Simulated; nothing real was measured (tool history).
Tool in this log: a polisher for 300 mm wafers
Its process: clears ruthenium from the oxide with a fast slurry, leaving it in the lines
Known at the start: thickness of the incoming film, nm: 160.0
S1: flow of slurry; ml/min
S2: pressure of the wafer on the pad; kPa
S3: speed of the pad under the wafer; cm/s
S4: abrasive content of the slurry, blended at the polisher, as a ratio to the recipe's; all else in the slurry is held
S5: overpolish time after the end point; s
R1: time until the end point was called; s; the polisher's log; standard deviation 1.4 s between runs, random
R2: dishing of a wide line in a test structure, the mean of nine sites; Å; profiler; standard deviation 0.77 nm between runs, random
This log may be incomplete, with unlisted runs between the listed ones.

run    day   S1    S2  S3   S4  S5      R1      R2
  1  0.000  315  17.2  88  1.0  28  49.963  478.05
  2  0.108  315  17.2  88  1.0  22  49.322  413.87
  3  0.388  315  15.9  84  1.0  25  57.095  424.06
  4  0.579  315  14.5  82  1.0  27  63.367  406.88
  5  0.950  315  14.5  82  1.0  33  63.177  468.68
  6  1.112  315  13.1  80  1.0  34  73.129  435.90
  7  1.371  315  12.4  80  1.0  36  76.418  440.69

Predict the results of run 8:
  8  1.579  315  11.7  80  1.0  37   ?   ?

R1: 79.457 s
R2: 425.93 Å
